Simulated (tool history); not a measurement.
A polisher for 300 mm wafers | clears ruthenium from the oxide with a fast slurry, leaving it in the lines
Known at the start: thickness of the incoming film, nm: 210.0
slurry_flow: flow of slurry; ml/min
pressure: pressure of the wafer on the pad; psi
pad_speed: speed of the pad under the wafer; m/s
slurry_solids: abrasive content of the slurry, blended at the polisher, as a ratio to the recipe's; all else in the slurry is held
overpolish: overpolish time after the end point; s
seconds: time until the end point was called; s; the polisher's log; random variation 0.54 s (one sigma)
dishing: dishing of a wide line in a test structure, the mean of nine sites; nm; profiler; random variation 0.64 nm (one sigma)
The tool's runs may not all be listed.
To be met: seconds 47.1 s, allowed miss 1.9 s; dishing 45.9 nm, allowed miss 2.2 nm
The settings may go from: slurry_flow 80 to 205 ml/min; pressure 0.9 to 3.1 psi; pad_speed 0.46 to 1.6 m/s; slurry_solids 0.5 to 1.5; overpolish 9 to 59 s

Run 1, hour 0: slurry_flow 135 ml/min, pressure 2 psi, pad_speed 1.02 m/s, slurry_solids 1, overpolish 30 s. Result: seconds 85.827 s, dishing 54.394 nm.
Run 2, hour 5.4: slurry_flow 135 ml/min, pressure 2 psi, pad_speed 1.02 m/s, slurry_solids 1, overpolish 38 s. Result: seconds 88.581 s, dishing 65.72 nm.
Run 3, hour 7.2: slurry_flow 140 ml/min, pressure 2.2 psi, pad_speed 1.02 m/s, slurry_solids 1, overpolish 33 s. Result: seconds 79.703 s, dishing 64.518 nm.
Run 4, hour 9.8: slurry_flow 140 ml/min, pressure 2.5 psi, pad_speed 1.02 m/s, slurry_solids 1, overpolish 33 s. Result: seconds 71.003 s, dishing 70.373 nm.
Run 5, hour 18.6: slurry_flow 130 ml/min, pressure 2.6 psi, pad_speed 1.06 m/s, slurry_solids 1, overpolish 29 s. Result: seconds 66.678 s, dishing 66.601 nm.
Run 6, hour 27: slurry_flow 130 ml/min, pressure 2.6 psi, pad_speed 1.06 m/s, slurry_solids 1, overpolish 20 s. Result: seconds 68.377 s, dishing 48.775 nm.
Run 7, hour 31.2: slurry_flow 130 ml/min, pressure 2.7 psi, pad_speed 1.08 m/s, slurry_solids 1, overpolish 18 s. Result: seconds 63.891 s, dishing 47.762 nm.
Run 8, hour 37.1: slurry_flow 135 ml/min, pressure 2.8 psi, pad_speed 1.1 m/s, slurry_solids 1, overpolish 16 s. Result: seconds 60.017 s, dishing 45.088 nm.
Run 9, hour 45.5: slurry_flow 140 ml/min, pressure 2.9 psi, pad_speed 1.12 m/s, slurry_solids 1, overpolish 16 s. Result: seconds 57.127 s, dishing 46.954 nm.
Run 10, hour 52.2: slurry_flow 140 ml/min, pressure 3.1 psi, pad_speed 1.24 m/s, slurry_solids 1, overpolish 9 s. Result: seconds 48.893 s, dishing 32.826 nm.
Run 11, hour 55.2: slurry_flow 140 ml/min, pressure 3.1 psi, pad_speed 1.22 m/s, slurry_solids 1.05, overpolish 10 s. Result: seconds 48.431 s, dishing 35.051 nm.
Run 12, hour 62.2: slurry_flow 130 ml/min, pressure 3 psi, pad_speed 1.26 m/s, slurry_solids 1.15, overpolish 19 s. Result: seconds 47.596 s, dishing 64.462 nm.
Run 13, hour 66.6: slurry_flow 140 ml/min, pressure 3 psi, pad_speed 1.26 m/s, slurry_solids 1.15, overpolish 19 s. Result: seconds 47.278 s, dishing 63.661 nm.
Run 14, hour 72.2: slurry_flow 140 ml/min, pressure 3 psi, pad_speed 1.26 m/s, slurry_solids 1.15, overpolish 19 s. Result: seconds 46.085 s, dishing 63.478 nm.
Run 15, hour 78: slurry_flow 150 ml/min, pressure 2.9 psi, pad_speed 1.26 m/s, slurry_solids 1.15, overpolish 9 s. Result: seconds 47.963 s, dishing 31.929 nm.
Run 16, hour 85.7: slurry_flow 140 ml/min, pressure 2.9 psi, pad_speed 1.26 m/s, slurry_solids 1.15, overpolish 9 s. Result: seconds 47.984 s, dishing 31.548 nm.
Run 17, hour 92.9: slurry_flow 135 ml/min, pressure 2.9 psi, pad_speed 1.24 m/s, slurry_solids 1.15, overpolish 9 s. Result: seconds 50.364 s, dishing 32.46 nm.
Run 18, hour 96.4: slurry_flow 130 ml/min, pressure 2.9 psi, pad_speed 1.26 m/s, slurry_solids 1.15, overpolish 9 s. Result: seconds 48.9 s, dishing 30.786 nm.
Run 19, hour 104.4: slurry_flow 135 ml/min, pressure 2.9 psi, pad_speed 1.24 m/s, slurry_solids 1.2, overpolish 10 s. Result: seconds 48.663 s, dishing 34.599 nm.
Run 20, hour 109.2: slurry_flow 130 ml/min, pressure 2.9 psi, pad_speed 1.24 m/s, slurry_solids 1.2, overpolish 10 s. Result: seconds 49.152 s, dishing 33.991 nm.
Run 21, hour 115.3: slurry_flow 130 ml/min, pressure 2.9 psi, pad_speed 1.24 m/s, slurry_solids 1.2, overpolish 11 s. Result: seconds 49.42 s, dishing 38.489 nm.
Run 22, hour 122.1: slurry_flow 125 ml/min, pressure 2.9 psi, pad_speed 1.24 m/s, slurry_solids 1.2, overpolish 11 s. Result: seconds 50.647 s, dishing 38.149 nm.
Run 23, hour 127.8: slurry_flow 120 ml/min, pressure 3 psi, pad_speed 1.26 m/s, slurry_solids 1.2, overpolish 11 s. Result: seconds 47.641 s, dishing 39.598 nm.
Run 24, hour 130.1: slurry_flow 130 ml/min, pressure 3 psi, pad_speed 1.26 m/s, slurry_solids 1.2, overpolish 16 s. Result: seconds 46.171 s, dishing 55.568 nm.

5 next moves are on the table. One of them brings every result within its allowed miss. Which?
Run A, hour 132.4: slurry_flow 150 ml/min, pressure 2.8 psi, pad_speed 1.2 m/s, slurry_solids 1.4, overpolish 24 s. Result: seconds ?, dishing ?.
Run B, hour 132.4: slurry_flow 110 ml/min, pressure 3.1 psi, pad_speed 1.24 m/s, slurry_solids 1.25, overpolish 21 s. Result: seconds ?, dishing ?.
Run C, hour 132.4: slurry_flow 145 ml/min, pressure 2.8 psi, pad_speed 1.42 m/s, slurry_solids 1, overpolish 20 s. Result: seconds ?, dishing ?.
Run D, hour 132.4: slurry_flow 165 ml/min, pressure 3.1 psi, pad_speed 1.24 m/s, slurry_solids 1.2, overpolish 14 s. Result: seconds ?, dishing ?.
Run E, hour 132.4: slurry_flow 135 ml/min, pressure 2.7 psi, pad_speed 1.36 m/s, slurry_solids 1.25, overpolish 13 s. Result: seconds ?, dishing ?.

move  seconds  dishing
   A   49.891   74.454
   B   47.453   69.576
   C   46.639   67.799
   D   45.144   51.496
   E   47.877   45.822
A: further off than the last run
B: further off than the last run
C: further off than the last run
D: nearer than the last run, and not there yet
E: meets every target
Move E is the one to make.
